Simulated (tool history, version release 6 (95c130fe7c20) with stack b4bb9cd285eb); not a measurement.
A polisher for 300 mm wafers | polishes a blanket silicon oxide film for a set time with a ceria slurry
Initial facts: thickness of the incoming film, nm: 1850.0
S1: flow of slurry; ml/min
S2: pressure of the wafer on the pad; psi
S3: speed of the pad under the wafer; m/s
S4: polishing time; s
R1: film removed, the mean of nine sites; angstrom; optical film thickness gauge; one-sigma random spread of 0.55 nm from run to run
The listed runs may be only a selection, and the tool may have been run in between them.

run  hour   S1   S2    S3  S4      R1
  1   0.0  195  2.4  1.34  38  1420.0
  2   8.1  190  2.2  1.34  38  1295.5
  3  15.6  190  2.2  1.34  40  1385.4
  4  20.8  185  2.0  1.34  40  1242.3
  5  26.8  180  1.9  1.34  40  1188.1
  6  35.1  175  1.8  1.34  40  1120.6
  7  35.9  170  1.7  1.34  40  1048.2

Run 8 comes next. What will it give?
  8  41.9  165  1.6  1.34  40   ?

R1: 988.6 angstrom

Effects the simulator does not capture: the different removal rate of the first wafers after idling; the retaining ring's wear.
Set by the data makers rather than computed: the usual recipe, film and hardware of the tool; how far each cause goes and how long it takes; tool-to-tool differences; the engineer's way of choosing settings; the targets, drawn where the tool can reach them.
